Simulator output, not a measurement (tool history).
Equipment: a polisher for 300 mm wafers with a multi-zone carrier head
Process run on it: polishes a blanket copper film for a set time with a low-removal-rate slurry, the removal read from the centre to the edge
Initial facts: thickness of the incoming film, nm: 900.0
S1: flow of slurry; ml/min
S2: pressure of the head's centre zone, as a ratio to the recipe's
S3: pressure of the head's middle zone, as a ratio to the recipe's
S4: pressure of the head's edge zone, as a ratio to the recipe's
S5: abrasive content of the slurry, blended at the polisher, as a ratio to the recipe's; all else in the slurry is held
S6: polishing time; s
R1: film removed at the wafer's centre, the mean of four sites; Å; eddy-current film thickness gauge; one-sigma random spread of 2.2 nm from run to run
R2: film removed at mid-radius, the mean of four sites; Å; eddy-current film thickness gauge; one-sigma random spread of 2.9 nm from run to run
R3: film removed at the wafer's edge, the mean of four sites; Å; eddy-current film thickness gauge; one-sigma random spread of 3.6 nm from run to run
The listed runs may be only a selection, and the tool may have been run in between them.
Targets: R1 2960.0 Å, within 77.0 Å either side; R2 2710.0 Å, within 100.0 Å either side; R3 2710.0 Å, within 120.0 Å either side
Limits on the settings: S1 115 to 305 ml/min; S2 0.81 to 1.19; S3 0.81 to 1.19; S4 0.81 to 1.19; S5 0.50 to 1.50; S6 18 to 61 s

{"run": 1, "hour": 0.0, "S1": 195, "S2": 1.0, "S3": 1.0, "S4": 1.0, "S5": 1.0, "S6": 39, "R1": 2052.3, "R2": 2117.5, "R3": 2018.0}
{"run": 2, "hour": 6.1, "S1": 195, "S2": 1.0, "S3": 0.95, "S4": 1.0, "S5": 1.0, "S6": 39, "R1": 2083.3, "R2": 2054.0, "R3": 2034.6}
{"run": 3, "hour": 7.8, "S1": 195, "S2": 1.0, "S3": 0.95, "S4": 0.96, "S5": 1.0, "S6": 39, "R1": 2041.7, "R2": 2015.6, "R3": 2014.0}
{"run": 4, "hour": 11.2, "S1": 195, "S2": 1.0, "S3": 0.95, "S4": 0.96, "S5": 1.0, "S6": 31, "R1": 1619.1, "R2": 1652.7, "R3": 1591.7}
{"run": 5, "hour": 19.2, "S1": 200, "S2": 1.01, "S3": 0.96, "S4": 0.99, "S5": 1.1, "S6": 33, "R1": 1818.5, "R2": 1789.2, "R3": 1776.3}
{"run": 6, "hour": 27.8, "S1": 200, "S2": 1.01, "S3": 1.0, "S4": 0.99, "S5": 1.1, "S6": 33, "R1": 1798.9, "R2": 1842.1, "R3": 1769.1}
{"run": 7, "hour": 28.7, "S1": 210, "S2": 1.03, "S3": 1.02, "S4": 1.02, "S5": 1.2, "S6": 34, "R1": 1977.1, "R2": 1984.5, "R3": 1938.3}
{"run": 8, "hour": 30.2, "S1": 220, "S2": 1.05, "S3": 1.04, "S4": 1.05, "S5": 1.25, "S6": 35, "R1": 2077.5, "R2": 2110.8, "R3": 2032.2}

Which one of the following 5 next-run settings gets every result inside its allowed miss? There is exactly one.
{"run": "A", "hour": 31.7, "S1": 160, "S2": 0.96, "S3": 0.97, "S4": 1.02, "S5": 1.15, "S6": 30, "R1": "?", "R2": "?", "R3": "?"}
{"run": "B", "hour": 31.7, "S1": 200, "S2": 0.98, "S3": 0.88, "S4": 1.13, "S5": 1.35, "S6": 42, "R1": "?", "R2": "?", "R3": "?"}
{"run": "C", "hour": 31.7, "S1": 230, "S2": 1.15, "S3": 0.99, "S4": 1.0, "S5": 1.3, "S6": 50, "R1": "?", "R2": "?", "R3": "?"}
{"run": "D", "hour": 31.7, "S1": 240, "S2": 1.13, "S3": 1.01, "S4": 1.09, "S5": 1.35, "S6": 45, "R1": "?", "R2": "?", "R3": "?"}
{"run": "E", "hour": 31.7, "S1": 215, "S2": 1.19, "S3": 1.08, "S4": 0.85, "S5": 1.25, "S6": 46, "R1": "?", "R2": "?", "R3": "?"}

move=A R1=1514.7 R2=1563.3 R3=1642.0
move=B R1=2350.0 R2=2199.3 R3=2599.0
move=C R1=3286.2 R2=2890.9 R3=2919.4
move=D R1=2956.9 R2=2684.2 R3=2780.1
move=E R1=3060.4 R2=2793.6 R3=2445.1
A: the biggest miss grows against the last run
B: closer than the last run, but not yet in spec
C: takes the biggest miss from the last run beyond its target
D: in spec on every target
E: takes the biggest miss from the last run beyond its target
So the answer is move D, the one that meets all the targets.
